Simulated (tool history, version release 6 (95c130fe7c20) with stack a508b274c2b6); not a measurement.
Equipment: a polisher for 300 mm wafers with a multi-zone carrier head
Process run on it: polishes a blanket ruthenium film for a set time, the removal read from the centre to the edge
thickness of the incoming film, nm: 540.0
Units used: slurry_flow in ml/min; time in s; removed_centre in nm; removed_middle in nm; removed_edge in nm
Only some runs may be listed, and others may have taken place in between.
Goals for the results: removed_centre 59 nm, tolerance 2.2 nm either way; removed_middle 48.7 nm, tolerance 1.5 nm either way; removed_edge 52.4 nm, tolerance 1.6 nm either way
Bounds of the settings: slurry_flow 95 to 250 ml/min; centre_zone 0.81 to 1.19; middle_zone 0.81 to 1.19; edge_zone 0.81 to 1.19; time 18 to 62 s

run 1 hour=0 | slurry_flow=160 centre_zone=1 middle_zone=1 edge_zone=1 time=40 | removed_centre=73.948 removed_middle=71.746 removed_edge=72.239
run 2 hour=4.4 | slurry_flow=160 centre_zone=1 middle_zone=1 edge_zone=0.93 time=40 | removed_centre=73.535 removed_middle=73.559 removed_edge=70.214
run 3 hour=8 | slurry_flow=160 centre_zone=1 middle_zone=1 edge_zone=0.93 time=49 | removed_centre=87.662 removed_middle=89.442 removed_edge=84.844
run 4 hour=13.6 | slurry_flow=160 centre_zone=1 middle_zone=1 edge_zone=0.93 time=41 | removed_centre=74.976 removed_middle=72.54 removed_edge=70.648
run 5 hour=21.7 | slurry_flow=160 centre_zone=1 middle_zone=1 edge_zone=0.98 time=41 | removed_centre=74.978 removed_middle=74.426 removed_edge=73.161
run 6 hour=30.7 | slurry_flow=160 centre_zone=1 middle_zone=1 edge_zone=0.98 time=31 | removed_centre=56.765 removed_middle=56.041 removed_edge=54.631
run 7 hour=36.1 | slurry_flow=155 centre_zone=1.02 middle_zone=0.98 edge_zone=0.98 time=31 | removed_centre=58.142 removed_middle=54.919 removed_edge=55.748
run 8 hour=43.9 | slurry_flow=150 centre_zone=1.03 middle_zone=0.97 edge_zone=0.96 time=31 | removed_centre=57.565 removed_middle=54.209 removed_edge=54.108
run 9 hour=49.1 | slurry_flow=145 centre_zone=1.04 middle_zone=0.95 edge_zone=0.96 time=31 | removed_centre=57.713 removed_middle=53.125 removed_edge=54.326
run 10 hour=57.2 | slurry_flow=140 centre_zone=1.05 middle_zone=0.94 edge_zone=0.95 time=31 | removed_centre=58.78 removed_middle=51.914 removed_edge=52.853
run 11 hour=59.9 | slurry_flow=135 centre_zone=1.05 middle_zone=0.93 edge_zone=0.95 time=31 | removed_centre=57.953 removed_middle=51.088 removed_edge=53.572
run 12 hour=62 | slurry_flow=135 centre_zone=1.06 middle_zone=0.92 edge_zone=0.95 time=31 | removed_centre=57.918 removed_middle=50.529 removed_edge=53.951
run 13 hour=69.4 | slurry_flow=135 centre_zone=1.07 middle_zone=0.92 edge_zone=0.94 time=31 | removed_centre=58.927 removed_middle=50.68 removed_edge=53.538

Pick the move, out of 5, that brings all results within their allowed miss; only one does.
run A hour=76.8 | slurry_flow=130 centre_zone=1.03 middle_zone=0.83 edge_zone=0.83 time=32 | removed_centre=? removed_middle=? removed_edge=?
run B hour=76.8 | slurry_flow=115 centre_zone=1.08 middle_zone=0.97 edge_zone=0.93 time=31 | removed_centre=? removed_middle=? removed_edge=?
run C hour=76.8 | slurry_flow=95 centre_zone=1.05 middle_zone=0.88 edge_zone=1 time=33 | removed_centre=? removed_middle=? removed_edge=?
run D hour=76.8 | slurry_flow=130 centre_zone=0.99 middle_zone=0.92 edge_zone=0.86 time=32 | removed_centre=? removed_middle=? removed_edge=?
run E hour=76.8 | slurry_flow=125 centre_zone=1.05 middle_zone=0.89 edge_zone=0.93 time=33 | removed_centre=? removed_middle=? removed_edge=?

move=A removed_centre=57.947 removed_middle=48.466 removed_edge=52.633
move=B removed_centre=57.698 removed_middle=52.092 removed_edge=52.458
move=C removed_centre=57.609 removed_middle=49.772 removed_edge=56.338
move=D removed_centre=55.713 removed_middle=52.555 removed_edge=53.274
move=E removed_centre=60.546 removed_middle=52.463 removed_edge=56.41
A: all results in spec
B: the biggest miss grows against the last run
C: brings the result that was furthest off to its target, and leaves another outside
D: the biggest miss grows against the last run
E: the biggest miss grows against the last run
Go with A: it meets all targets.

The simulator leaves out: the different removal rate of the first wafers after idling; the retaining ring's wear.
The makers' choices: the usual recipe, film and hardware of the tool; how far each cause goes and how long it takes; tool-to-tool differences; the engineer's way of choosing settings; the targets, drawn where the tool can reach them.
